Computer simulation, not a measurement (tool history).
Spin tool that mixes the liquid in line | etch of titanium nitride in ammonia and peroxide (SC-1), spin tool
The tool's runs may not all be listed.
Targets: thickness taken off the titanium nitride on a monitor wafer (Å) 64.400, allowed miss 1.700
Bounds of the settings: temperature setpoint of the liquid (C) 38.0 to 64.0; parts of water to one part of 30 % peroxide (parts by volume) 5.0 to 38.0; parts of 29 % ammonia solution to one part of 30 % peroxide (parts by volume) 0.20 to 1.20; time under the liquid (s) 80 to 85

run  hour  temperature setpoint of the liquid (C)  parts of water to one part of 30 % peroxide (parts by volume)  parts of 29 % ammonia solution to one part of 30 % peroxide (parts by volume)  time under the liquid (s)  thickness taken off the titanium nitride on a monitor wafer (Å)
  1   0.0                                    48.0                                                           21.0                                                                           0.80                         80                                                           56.081
  2   3.7                                    48.5                                                           21.0                                                                           0.80                         80                                                           58.442
  3   8.4                                    49.0                                                           21.0                                                                           0.80                         80                                                           60.943
  4  11.7                                    53.5                                                           21.0                                                                           0.80                         80                                                           84.565
  5  20.0                                    53.5                                                           21.0                                                                           0.80                         80                                                           83.197
  6  24.5                                    53.5                                                           21.0                                                                           0.80                         85                                                           88.697
  7  28.3                                    53.5                                                           21.0                                                                           0.80                         85                                                           87.437
  8  31.4                                    52.5                                                           21.0                                                                           0.80                         85                                                           82.633
  9  36.3                                    51.5                                                           21.0                                                                           0.80                         85                                                           77.006
 10  37.5                                    51.0                                                           21.0                                                                           0.80                         85                                                           74.213
 11  41.9                                    48.5                                                           21.0                                                                           0.80                         85                                                           61.962

Which of these 4 next moves meets every target?
  A  46.3                                    49.5                                                           23.0                                                                           0.90                         80                                                                ?
  B  46.3                                    48.0                                                           18.0                                                                           0.65                         80                                                                ?
  C  46.3                                    49.0                                                           18.5                                                                           0.75                         80                                                                ?
  D  46.3                                    50.5                                                           22.5                                                                           0.75                         85                                                                ?

move  thickness taken off the titanium nitride on a monitor wafer (Å)
   A                                                           61.355
   B                                                           59.641
   C                                                           64.666
   D                                                           68.469
A: further off than the last run
B: further off than the last run
C: meets every target
D: takes the result that was furthest off past its target
The right move is C.
